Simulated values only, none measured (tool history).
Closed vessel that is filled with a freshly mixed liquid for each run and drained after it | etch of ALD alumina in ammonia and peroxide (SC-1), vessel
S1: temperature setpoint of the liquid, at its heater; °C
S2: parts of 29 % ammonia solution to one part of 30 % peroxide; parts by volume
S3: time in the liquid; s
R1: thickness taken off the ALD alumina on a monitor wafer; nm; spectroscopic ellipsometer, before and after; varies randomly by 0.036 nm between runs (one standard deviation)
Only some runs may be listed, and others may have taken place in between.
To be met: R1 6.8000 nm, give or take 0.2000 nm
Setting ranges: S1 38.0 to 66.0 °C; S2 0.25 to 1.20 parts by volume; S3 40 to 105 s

run 1 hour=0.0 | S1=50.0 S2=0.95 S3=105 | R1=4.7915
run 2 hour=7.9 | S1=50.0 S2=0.80 S3=105 | R1=4.7382
run 3 hour=14.4 | S1=51.0 S2=0.80 S3=105 | R1=5.0085
run 4 hour=19.3 | S1=51.5 S2=0.80 S3=105 | R1=5.1149
run 5 hour=24.8 | S1=44.5 S2=0.80 S3=105 | R1=3.4509
run 6 hour=32.4 | S1=46.0 S2=0.80 S3=105 | R1=3.7561
run 7 hour=37.0 | S1=47.5 S2=0.80 S3=105 | R1=4.1574
run 8 hour=45.3 | S1=55.5 S2=0.85 S3=105 | R1=6.4110
run 9 hour=50.8 | S1=56.0 S2=0.85 S3=105 | R1=6.5978

Consider the 4 candidate settings below. Which is the only one whose results all fall within their allowed miss of target?
run A hour=56.3 | S1=58.0 S2=0.90 S3=105 | R1=?
run B hour=56.3 | S1=57.0 S2=0.95 S3=95 | R1=?
run C hour=56.3 | S1=58.0 S2=0.85 S3=105 | R1=?
run D hour=56.3 | S1=56.0 S2=1.10 S3=105 | R1=?

move=A R1=7.3543
move=B R1=6.3445
move=C R1=7.3146
move=D R1=6.7430
A: pushes the last run's worst result past its target
B: misses by more than the last run did
C: pushes the last run's worst result past its target
D: every result within its allowed miss
The right move is D.
